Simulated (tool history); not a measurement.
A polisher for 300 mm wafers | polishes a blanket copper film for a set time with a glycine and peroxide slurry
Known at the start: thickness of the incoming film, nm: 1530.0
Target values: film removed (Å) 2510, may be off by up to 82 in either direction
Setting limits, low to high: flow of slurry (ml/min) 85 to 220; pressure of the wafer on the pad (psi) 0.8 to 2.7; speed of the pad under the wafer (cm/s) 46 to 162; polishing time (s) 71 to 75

run,hour,flow of slurry (ml/min),pressure of the wafer on the pad (psi),speed of the pad under the wafer (cm/s),polishing time (s),film removed (Å)
1,0,140,1.7,104,71,3092.9
2,5.6,140,1.7,94,71,2827.3
3,9.1,135,1.7,94,71,2833.3
4,15.2,165,1.7,94,71,2963.9
5,16.5,155,1.6,94,71,2770.9
6,22.5,150,1.6,94,71,2780.2
7,29.6,145,1.6,94,71,2782
8,32.5,140,1.6,94,71,2692.8
9,34.8,135,1.6,94,71,2701.9
10,40.8,130,1.6,94,71,2683.5
11,47.5,125,1.6,94,71,2648.9
12,54.5,120,1.6,94,71,2591.4

Exercise: of the 5 proposed moves below, exactly one satisfies all targets within the stated allowed misses. Which move is it?
A,61.5,95,1.7,86,75,?
B,61.5,125,1.8,90,71,?
C,61.5,120,1.6,92,75,?
D,61.5,100,1.7,92,74,?
E,61.5,85,1.7,106,72,?

move,film removed (Å)
A,2530
B,2784.2
C,2715.4
D,2660.4
E,2734.8
A: in spec on every target
B: the biggest miss grows against the last run
C: the biggest miss grows against the last run
D: the biggest miss grows against the last run
E: the biggest miss grows against the last run
Move A is the one to make.
